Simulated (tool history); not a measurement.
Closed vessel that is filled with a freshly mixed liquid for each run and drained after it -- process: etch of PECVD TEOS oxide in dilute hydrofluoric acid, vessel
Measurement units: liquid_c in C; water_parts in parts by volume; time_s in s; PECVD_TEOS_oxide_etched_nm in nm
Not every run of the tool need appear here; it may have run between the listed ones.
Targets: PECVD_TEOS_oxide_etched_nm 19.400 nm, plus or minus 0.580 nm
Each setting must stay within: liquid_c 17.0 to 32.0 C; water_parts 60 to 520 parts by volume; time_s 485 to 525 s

run 1 hour=0.0 | liquid_c=24.0 water_parts=290 time_s=485 | PECVD_TEOS_oxide_etched_nm=13.327
run 2 hour=7.9 | liquid_c=24.0 water_parts=330 time_s=485 | PECVD_TEOS_oxide_etched_nm=11.217
run 3 hour=11.0 | liquid_c=21.0 water_parts=330 time_s=485 | PECVD_TEOS_oxide_etched_nm=10.176
run 4 hour=13.3 | liquid_c=22.5 water_parts=320 time_s=485 | PECVD_TEOS_oxide_etched_nm=11.112
run 5 hour=20.2 | liquid_c=24.0 water_parts=310 time_s=485 | PECVD_TEOS_oxide_etched_nm=12.157
run 6 hour=25.5 | liquid_c=25.0 water_parts=300 time_s=485 | PECVD_TEOS_oxide_etched_nm=13.048
run 7 hour=31.9 | liquid_c=26.0 water_parts=290 time_s=485 | PECVD_TEOS_oxide_etched_nm=14.378
run 8 hour=39.6 | liquid_c=30.0 water_parts=270 time_s=485 | PECVD_TEOS_oxide_etched_nm=17.875
run 9 hour=45.2 | liquid_c=30.5 water_parts=270 time_s=485 | PECVD_TEOS_oxide_etched_nm=18.188

Below are 5 possible settings for the next run. Only one of them brings all results inside the allowed miss of their targets. Which is it?
run A hour=50.8 | liquid_c=31.0 water_parts=270 time_s=485 | PECVD_TEOS_oxide_etched_nm=?
run B hour=50.8 | liquid_c=31.5 water_parts=280 time_s=485 | PECVD_TEOS_oxide_etched_nm=?
run C hour=50.8 | liquid_c=32.0 water_parts=305 time_s=525 | PECVD_TEOS_oxide_etched_nm=?
run D hour=50.8 | liquid_c=30.0 water_parts=265 time_s=485 | PECVD_TEOS_oxide_etched_nm=?
run E hour=50.8 | liquid_c=31.0 water_parts=265 time_s=500 | PECVD_TEOS_oxide_etched_nm=?

move=A PECVD_TEOS_oxide_etched_nm=18.437
move=B PECVD_TEOS_oxide_etched_nm=17.860
move=C PECVD_TEOS_oxide_etched_nm=17.522
move=D PECVD_TEOS_oxide_etched_nm=18.285
move=E PECVD_TEOS_oxide_etched_nm=19.478
A: better than the last run, though not everything is in spec
B: misses by more than the last run did
C: misses by more than the last run did
D: better than the last run, though not everything is in spec
E: all results land within tolerance of their targets
E meets every target.
